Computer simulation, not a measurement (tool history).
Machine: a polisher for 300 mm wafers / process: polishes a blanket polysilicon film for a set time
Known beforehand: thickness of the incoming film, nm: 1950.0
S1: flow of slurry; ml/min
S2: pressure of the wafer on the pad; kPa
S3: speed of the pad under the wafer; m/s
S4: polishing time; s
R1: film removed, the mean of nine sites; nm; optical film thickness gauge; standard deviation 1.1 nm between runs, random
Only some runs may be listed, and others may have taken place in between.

| run | hour | S1 | S2 | S3 | S4 | R1 |
|---|---|---|---|---|---|---|
| 1 | 0 | 205 | 12.4 | 0.92 | 49 | 221.23 |
| 2 | 6.2 | 205 | 12.4 | 1.06 | 49 | 253.6 |
| 3 | 14.4 | 230 | 12.4 | 1.06 | 49 | 260.04 |
| 4 | 18.8 | 220 | 10.3 | 1.06 | 49 | 225.18 |
| 5 | 23.2 | 210 | 9 | 1.02 | 49 | 193.6 |
| 6 | 23.8 | 200 | 7.6 | 1 | 49 | 167.7 |
| 7 | 25.5 | 190 | 6.9 | 1 | 49 | 155.5 |

Run 8 comes next. What will it give?
| 8 | 32.6 | 175 | 6.9 | 1 | 49 | ? |

R1: 154.3 nm

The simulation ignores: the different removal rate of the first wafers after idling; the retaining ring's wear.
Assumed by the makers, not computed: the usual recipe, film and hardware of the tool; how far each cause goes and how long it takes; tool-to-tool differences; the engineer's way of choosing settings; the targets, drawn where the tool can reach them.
